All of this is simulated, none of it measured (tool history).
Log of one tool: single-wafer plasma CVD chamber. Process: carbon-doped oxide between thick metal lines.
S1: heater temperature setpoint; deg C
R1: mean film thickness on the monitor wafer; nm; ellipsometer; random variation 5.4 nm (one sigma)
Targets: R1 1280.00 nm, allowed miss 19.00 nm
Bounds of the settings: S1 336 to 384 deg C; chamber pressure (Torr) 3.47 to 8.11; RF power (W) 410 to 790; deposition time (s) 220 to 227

{"run": 1, "hour": 0.0, "S1": 360, "chamber pressure (Torr)": 5.79, "RF power (W)": 600, "deposition time (s)": 220, "R1": 1114.8}
{"run": 2, "hour": 7.8, "S1": 360, "chamber pressure (Torr)": 5.79, "RF power (W)": 525, "deposition time (s)": 220, "R1": 988.48}
{"run": 3, "hour": 15.2, "S1": 365, "chamber pressure (Torr)": 5.79, "RF power (W)": 525, "deposition time (s)": 220, "R1": 967.7}
{"run": 4, "hour": 20.5, "S1": 371, "chamber pressure (Torr)": 5.79, "RF power (W)": 525, "deposition time (s)": 220, "R1": 957.31}
{"run": 5, "hour": 28.3, "S1": 368, "chamber pressure (Torr)": 6.04, "RF power (W)": 540, "deposition time (s)": 220, "R1": 997.17}
{"run": 6, "hour": 35.2, "S1": 366, "chamber pressure (Torr)": 6.3, "RF power (W)": 550, "deposition time (s)": 220, "R1": 1027.3}
{"run": 7, "hour": 39.2, "S1": 364, "chamber pressure (Torr)": 6.53, "RF power (W)": 560, "deposition time (s)": 220, "R1": 1058.8}
{"run": 8, "hour": 43.4, "S1": 362, "chamber pressure (Torr)": 6.73, "RF power (W)": 565, "deposition time (s)": 220, "R1": 1074.0}
{"run": 9, "hour": 49.4, "S1": 360, "chamber pressure (Torr)": 6.9, "RF power (W)": 570, "deposition time (s)": 220, "R1": 1084.0}

5 next moves are on the table. One of them brings every result within its allowed miss. Which?
{"run": "A", "hour": 55.4, "S1": 365, "chamber pressure (Torr)": 7.77, "RF power (W)": 620, "deposition time (s)": 227, "R1": "?"}
{"run": "B", "hour": 55.4, "S1": 356, "chamber pressure (Torr)": 6.78, "RF power (W)": 655, "deposition time (s)": 227, "R1": "?"}
{"run": "C", "hour": 55.4, "S1": 364, "chamber pressure (Torr)": 7.42, "RF power (W)": 630, "deposition time (s)": 227, "R1": "?"}
{"run": "D", "hour": 55.4, "S1": 353, "chamber pressure (Torr)": 7.23, "RF power (W)": 625, "deposition time (s)": 226, "R1": "?"}
{"run": "E", "hour": 55.4, "S1": 353, "chamber pressure (Torr)": 7.53, "RF power (W)": 625, "deposition time (s)": 227, "R1": "?"}

move=A R1=1206.80
move=B R1=1273.40
move=C R1=1221.70
move=D R1=1232.90
move=E R1=1242.60
A: nearer than the last run, and not there yet
B: meets every target
C: nearer than the last run, and not there yet
D: nearer than the last run, and not there yet
E: nearer than the last run, and not there yet
Move B is the one to make.

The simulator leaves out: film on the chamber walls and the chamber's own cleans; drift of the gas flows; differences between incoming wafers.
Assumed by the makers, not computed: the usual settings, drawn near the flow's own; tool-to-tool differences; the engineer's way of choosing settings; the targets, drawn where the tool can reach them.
